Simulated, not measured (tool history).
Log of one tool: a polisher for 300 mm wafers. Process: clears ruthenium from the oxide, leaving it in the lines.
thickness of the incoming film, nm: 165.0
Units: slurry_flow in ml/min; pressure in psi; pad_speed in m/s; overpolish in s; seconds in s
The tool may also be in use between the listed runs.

run  hour  slurry_flow  pressure  pad_speed  overpolish  seconds
  1   0.0          120       1.9       0.96          10   199.34
  2   3.3          120       1.9       1.16          10   174.31
  3   7.7          120       2.1       1.18          10   156.66
  4  12.4          120       2.1       1.18           7   159.24
  5  19.3          120       2.1       1.00           7   181.82
  6  21.1          135       2.1       1.00           7   168.29
  7  24.2          140       2.2       1.02           7   158.39

Forecast run 8:
  8  29.3          145       2.3       1.04           7        ?

{"run 8": {"seconds": 148.49}}
